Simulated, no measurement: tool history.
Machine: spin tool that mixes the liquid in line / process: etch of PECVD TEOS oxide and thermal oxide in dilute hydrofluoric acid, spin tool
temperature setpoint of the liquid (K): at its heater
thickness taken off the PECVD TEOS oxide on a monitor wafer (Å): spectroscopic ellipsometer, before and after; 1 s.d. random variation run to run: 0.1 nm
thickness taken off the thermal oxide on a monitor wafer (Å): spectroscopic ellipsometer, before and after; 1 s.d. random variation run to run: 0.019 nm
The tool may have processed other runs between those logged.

run	hour	temperature setpoint of the liquid (K)	parts of water to one part of 49 % hydrofluoric acid (parts by volume)	time under the liquid (s)	thickness taken off the PECVD TEOS oxide on a monitor wafer (Å)	thickness taken off the thermal oxide on a monitor wafer (Å)
1	0	297.15	130	140	209.4	47.027
2	3.3	297.15	130	170	252.59	57.214
3	10	295.65	140	170	219.04	49.51
4	17.1	294.65	150	170	190.45	43.886
5	24.8	294.15	155	170	182.67	41.524
6	25.4	293.15	160	170	170.95	38.661
7	28	292.65	165	170	161.6	36.188

What will run 8 give?
8	35.7	292.15	170	170	?	?

{"run 8": {"thickness taken off the PECVD TEOS oxide on a monitor wafer (Å)": 151.32, "thickness taken off the thermal oxide on a monitor wafer (Å)": 34.511}}
